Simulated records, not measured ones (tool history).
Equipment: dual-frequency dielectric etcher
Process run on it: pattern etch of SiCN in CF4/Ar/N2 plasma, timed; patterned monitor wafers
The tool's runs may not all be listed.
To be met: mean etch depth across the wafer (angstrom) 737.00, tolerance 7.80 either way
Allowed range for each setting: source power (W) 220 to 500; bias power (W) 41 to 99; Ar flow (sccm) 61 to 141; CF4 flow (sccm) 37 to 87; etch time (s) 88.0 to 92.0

| run | hour | source power (W) | bias power (W) | Ar flow (sccm) | CF4 flow (sccm) | etch time (s) | mean etch depth across the wafer (angstrom) |
|---|---|---|---|---|---|---|---|
| 1 | 0.0 | 360 | 70 | 101 | 62 | 88.0 | 601.41 |
| 2 | 3.0 | 390 | 70 | 101 | 62 | 88.0 | 635.07 |
| 3 | 9.6 | 390 | 63 | 101 | 62 | 88.0 | 620.97 |
| 4 | 12.6 | 410 | 63 | 101 | 62 | 88.0 | 644.03 |
| 5 | 14.6 | 430 | 63 | 101 | 62 | 88.0 | 670.75 |
| 6 | 17.2 | 440 | 63 | 101 | 62 | 88.0 | 677.31 |
| 7 | 20.6 | 440 | 63 | 101 | 62 | 88.0 | 678.28 |
| 8 | 23.5 | 480 | 63 | 101 | 62 | 88.0 | 726.03 |

5 next moves are on the table. One of them brings every result within its allowed miss. Which?
| A | 26.4 | 450 | 70 | 91 | 76 | 88.5 | ? |
| B | 26.4 | 480 | 63 | 94 | 58 | 88.5 | ? |
| C | 26.4 | 470 | 59 | 107 | 58 | 91.0 | ? |
| D | 26.4 | 440 | 64 | 106 | 70 | 91.5 | ? |
| E | 26.4 | 460 | 67 | 91 | 75 | 88.0 | ? |

| move | mean etch depth across the wafer (angstrom) |
|---|---|
| A | 753.47 |
| B | 734.28 |
| C | 709.09 |
| D | 715.66 |
| E | 752.48 |
A: moves the result that the last run missed by most past its target, out the other side
B: each result inside its tolerance
C: moves away from the targets compared with the last run
D: moves away from the targets compared with the last run
E: moves the result that the last run missed by most past its target, out the other side
B is the move that brings every result within its allowed miss.

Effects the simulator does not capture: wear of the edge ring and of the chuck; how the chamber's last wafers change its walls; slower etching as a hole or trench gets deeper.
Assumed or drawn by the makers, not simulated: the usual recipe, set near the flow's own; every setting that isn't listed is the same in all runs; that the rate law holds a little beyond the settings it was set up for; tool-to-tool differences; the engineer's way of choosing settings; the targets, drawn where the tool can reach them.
